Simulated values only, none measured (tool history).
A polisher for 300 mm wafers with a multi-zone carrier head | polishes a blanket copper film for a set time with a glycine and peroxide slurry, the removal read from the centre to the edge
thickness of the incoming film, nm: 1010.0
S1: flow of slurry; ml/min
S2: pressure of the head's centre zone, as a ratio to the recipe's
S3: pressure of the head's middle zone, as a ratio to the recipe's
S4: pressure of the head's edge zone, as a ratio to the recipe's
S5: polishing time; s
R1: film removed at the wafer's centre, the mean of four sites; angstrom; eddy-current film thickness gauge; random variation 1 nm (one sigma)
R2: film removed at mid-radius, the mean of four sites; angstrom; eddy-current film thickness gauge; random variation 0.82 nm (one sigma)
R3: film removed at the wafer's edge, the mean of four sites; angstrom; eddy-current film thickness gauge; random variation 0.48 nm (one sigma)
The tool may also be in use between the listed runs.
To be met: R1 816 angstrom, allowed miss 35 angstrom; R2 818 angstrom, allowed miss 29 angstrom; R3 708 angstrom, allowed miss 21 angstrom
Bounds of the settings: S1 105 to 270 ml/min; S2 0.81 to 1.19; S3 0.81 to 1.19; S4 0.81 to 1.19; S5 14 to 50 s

run 1 day=0 | S1=175 S2=1 S3=1 S4=1 S5=32 | R1=1137.6 R2=1156.3 R3=1192.1
run 2 day=0.362 | S1=175 S2=1.02 S3=1.02 S4=0.97 S5=29 | R1=1058.5 R2=1058.8 R3=1062.6
run 3 day=0.446 | S1=190 S2=1.02 S3=1.02 S4=0.97 S5=29 | R1=1060.7 R2=1070.8 R3=1062.7
run 4 day=0.542 | S1=190 S2=1.02 S3=1.05 S4=0.97 S5=29 | R1=1108 R2=1118 R3=1080.4
run 5 day=0.762 | S1=190 S2=1.02 S3=1.05 S4=1.01 S5=29 | R1=1089.4 R2=1105.7 R3=1107.7
run 6 day=0.833 | S1=190 S2=1.02 S3=1.05 S4=0.96 S5=29 | R1=1102.2 R2=1090.1 R3=1066.2
run 7 day=1.162 | S1=195 S2=1.01 S3=1.07 S4=0.93 S5=27 | R1=993.5 R2=1048.3 R3=974.39
run 8 day=1.238 | S1=200 S2=1.02 S3=1.07 S4=0.91 S5=25 | R1=938.67 R2=969.84 R3=907.1
run 9 day=1.45 | S1=200 S2=1.03 S3=1.08 S4=0.89 S5=24 | R1=913.22 R2=940.63 R3=850.49
run 10 day=1.538 | S1=190 S2=1.04 S3=1.08 S4=0.87 S5=24 | R1=898.35 R2=944.67 R3=847.25
run 11 day=1.688 | S1=195 S2=1.05 S3=1.08 S4=0.86 S5=23 | R1=883.55 R2=884.81 R3=806.77
-- day=1.958 slurry nozzle cleaned
run 12 day=1.958 | S1=190 S2=1.06 S3=1.09 S4=0.85 S5=23 | R1=1006.3 R2=1002.7 R3=859.09
run 13 day=2.146 | S1=195 S2=1.06 S3=1.09 S4=0.84 S5=22 | R1=944.31 R2=926.66 R3=830.12
run 14 day=2.421 | S1=195 S2=1.06 S3=1.1 S4=0.83 S5=21 | R1=913.04 R2=906.16 R3=783.1
run 15 day=2.554 | S1=195 S2=1.06 S3=1.1 S4=0.83 S5=20 | R1=876.78 R2=867.72 R3=747.36

4 next moves are on the table. One of them brings every result within its allowed miss. Which?
run A day=2.688 | S1=180 S2=0.97 S3=1.07 S4=0.81 S5=22 | R1=? R2=? R3=?
run B day=2.688 | S1=210 S2=0.98 S3=0.85 S4=0.89 S5=21 | R1=? R2=? R3=?
run C day=2.688 | S1=270 S2=1.06 S3=1.11 S4=0.88 S5=18 | R1=? R2=? R3=?
run D day=2.688 | S1=200 S2=1.19 S3=1.06 S4=0.83 S5=20 | R1=? R2=? R3=?

move=A R1=875.34 R2=923.52 R3=806.47
move=B R1=865.89 R2=780.44 R3=819.39
move=C R1=827.53 R2=818.92 R3=713.76
move=D R1=979.27 R2=847.99 R3=750.57
A: further off than the last run
B: further off than the last run
C: meets every target
D: further off than the last run
The right move is C.

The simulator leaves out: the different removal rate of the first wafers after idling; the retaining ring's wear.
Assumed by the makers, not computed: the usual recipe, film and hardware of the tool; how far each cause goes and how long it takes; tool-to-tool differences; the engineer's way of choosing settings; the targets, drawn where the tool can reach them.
